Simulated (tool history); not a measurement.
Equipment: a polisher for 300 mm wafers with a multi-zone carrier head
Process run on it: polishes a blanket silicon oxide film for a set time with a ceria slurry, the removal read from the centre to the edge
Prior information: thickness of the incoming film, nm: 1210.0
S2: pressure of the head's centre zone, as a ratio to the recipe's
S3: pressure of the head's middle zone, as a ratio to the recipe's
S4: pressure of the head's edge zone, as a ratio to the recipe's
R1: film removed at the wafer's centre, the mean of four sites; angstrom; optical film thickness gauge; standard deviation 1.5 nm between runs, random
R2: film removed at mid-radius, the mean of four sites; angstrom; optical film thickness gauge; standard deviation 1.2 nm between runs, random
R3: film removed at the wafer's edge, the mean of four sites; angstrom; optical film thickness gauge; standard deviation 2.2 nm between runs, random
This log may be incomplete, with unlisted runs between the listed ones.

{"run": 1, "hour": 0.0, "flow of slurry (ml/min)": 195, "S2": 1.0, "S3": 1.0, "S4": 1.0, "polishing time (s)": 45, "R1": 2436.4, "R2": 2370.0, "R3": 2428.4}
{"run": 2, "hour": 1.4, "flow of slurry (ml/min)": 195, "S2": 1.0, "S3": 1.0, "S4": 1.0, "polishing time (s)": 38, "R1": 2040.7, "R2": 2000.4, "R3": 2007.4}
{"run": 3, "hour": 2.2, "flow of slurry (ml/min)": 170, "S2": 1.0, "S3": 1.0, "S4": 1.0, "polishing time (s)": 38, "R1": 2022.0, "R2": 1986.1, "R3": 2003.2}
{"run": 4, "hour": 7.3, "flow of slurry (ml/min)": 170, "S2": 1.08, "S3": 1.0, "S4": 1.0, "polishing time (s)": 38, "R1": 2119.9, "R2": 1955.5, "R3": 1979.8}
{"run": 5, "hour": 14.0, "flow of slurry (ml/min)": 170, "S2": 1.07, "S3": 1.01, "S4": 0.97, "polishing time (s)": 36, "R1": 1991.9, "R2": 1882.9, "R3": 1839.6}
{"run": 6, "hour": 22.2, "flow of slurry (ml/min)": 170, "S2": 1.0, "S3": 1.01, "S4": 0.97, "polishing time (s)": 36, "R1": 1911.1, "R2": 1882.3, "R3": 1879.0}
{"run": 7, "hour": 26.2, "flow of slurry (ml/min)": 170, "S2": 1.0, "S3": 1.01, "S4": 0.97, "polishing time (s)": 36, "R1": 1902.0, "R2": 1910.3, "R3": 1946.1}
{"run": 8, "hour": 31.1, "flow of slurry (ml/min)": 185, "S2": 1.02, "S3": 1.03, "S4": 0.97, "polishing time (s)": 34, "R1": 1877.2, "R2": 1836.2, "R3": 1783.3}
{"run": 9, "hour": 36.9, "flow of slurry (ml/min)": 185, "S2": 1.03, "S3": 1.04, "S4": 0.95, "polishing time (s)": 33, "R1": 1805.0, "R2": 1796.7, "R3": 1707.8}
{"run": 10, "hour": 44.3, "flow of slurry (ml/min)": 185, "S2": 1.04, "S3": 1.04, "S4": 0.93, "polishing time (s)": 32, "R1": 1770.6, "R2": 1756.3, "R3": 1656.9}
{"run": 11, "hour": 51.0, "flow of slurry (ml/min)": 185, "S2": 1.05, "S3": 1.04, "S4": 0.91, "polishing time (s)": 32, "R1": 1806.8, "R2": 1750.6, "R3": 1615.6}
{"run": 12, "hour": 55.2, "flow of slurry (ml/min)": 180, "S2": 1.05, "S3": 1.04, "S4": 0.89, "polishing time (s)": 32, "R1": 1784.8, "R2": 1755.5, "R3": 1604.0}
{"run": 13, "hour": 63.0, "flow of slurry (ml/min)": 175, "S2": 1.05, "S3": 1.04, "S4": 0.88, "polishing time (s)": 32, "R1": 1754.8, "R2": 1728.6, "R3": 1619.5}
{"run": 14, "hour": 66.6, "flow of slurry (ml/min)": 175, "S2": 1.06, "S3": 1.05, "S4": 0.87, "polishing time (s)": 32, "R1": 1768.7, "R2": 1768.2, "R3": 1594.5}
{"run": 15, "hour": 71.1, "flow of slurry (ml/min)": 175, "S2": 1.06, "S3": 1.05, "S4": 0.86, "polishing time (s)": 32, "R1": 1774.0, "R2": 1749.5, "R3": 1591.7}

What does the tool deliver on the next run?
{"run": 16, "hour": 77.2, "flow of slurry (ml/min)": 175, "S2": 1.06, "S3": 1.05, "S4": 0.85, "polishing time (s)": 32, "R1": "?", "R2": "?", "R3": "?"}

R1: 1790.4 angstrom
R2: 1736.8 angstrom
R3: 1594.8 angstrom
